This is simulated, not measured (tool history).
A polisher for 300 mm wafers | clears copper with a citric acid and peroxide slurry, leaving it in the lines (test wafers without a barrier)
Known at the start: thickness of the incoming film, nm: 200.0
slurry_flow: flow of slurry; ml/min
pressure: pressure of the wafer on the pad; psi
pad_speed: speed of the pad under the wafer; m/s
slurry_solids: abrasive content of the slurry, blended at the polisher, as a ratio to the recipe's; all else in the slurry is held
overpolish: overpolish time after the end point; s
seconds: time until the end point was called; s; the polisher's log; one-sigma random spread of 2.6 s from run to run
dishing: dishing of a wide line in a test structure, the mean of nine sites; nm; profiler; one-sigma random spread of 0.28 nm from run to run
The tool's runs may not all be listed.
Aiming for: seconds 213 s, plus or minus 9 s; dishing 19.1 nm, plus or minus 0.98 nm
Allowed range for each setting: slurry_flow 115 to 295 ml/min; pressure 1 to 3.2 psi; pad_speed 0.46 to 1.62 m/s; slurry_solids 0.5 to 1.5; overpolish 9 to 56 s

run  hour  slurry_flow  pressure  pad_speed  slurry_solids  overpolish  seconds  dishing
  1     0          190       2.1       1.04              1          29   113.93   29.531
  2   6.5          190       2.1       1.04           0.85          29   118.86   29.986
  3  14.6          190       2.1       1.04              1          29   113.93   30.643
  4  23.4          190       2.1       1.04           1.15          29   114.52   31.321
  5  28.8          210       2.1       1.04           1.15          29   111.69   32.103
  6  36.6          210       2.1       1.04           1.15          19   111.57   21.569
  7    42          210       1.9       1.02           1.15          21   124.16   21.654
  8  43.2          210       1.8          1           1.15          22   138.08   20.766
  9  50.1          210       1.7          1           1.15          23   146.35   20.754
 10    59          210       1.6          1           1.15          24   152.12   20.784
 11  67.5          210       1.5          1           1.15          25   159.66   20.006
 12  69.6          210       1.4          1           1.15          26   168.94   19.574
 13  75.7          195         1       0.96           1.15          34   248.28   17.915
 14  77.7          205         1       0.96           1.15          34   239.53   17.601
 15    82          210         1       0.96           1.15          34   240.02   18.109
 16  85.1          215         1       0.96           1.15          34   238.06   17.936
 17    92          220         1       0.96           1.15          34    239.5   18.035

Exercise: of the 5 proposed moves below, exactly one satisfies all targets within the stated allowed misses. Which move is it?
  A  98.9          195       1.2        0.9            1.2          27        ?        ?
  B  98.9          210       1.2       0.82            1.2          33        ?        ?
  C  98.9          185       1.2       1.04           1.25          31        ?        ?
  D  98.9          290         1       1.12            0.9          33        ?        ?
  E  98.9          185         1       0.84            1.3          46        ?        ?

move  seconds  dishing
   A   217.24   16.318
   B   231.94   18.338
   C   192.95   20.281
   D   213.11   19.384
   E   271.13   20.934
A: corrects the largest miss of the last run, while another result sits out of spec
B: nearer the targets than the last run, but a result is still out of spec
C: takes the biggest miss from the last run beyond its target
D: in spec on every target
E: its largest miss is bigger than the last run's
Answer: D
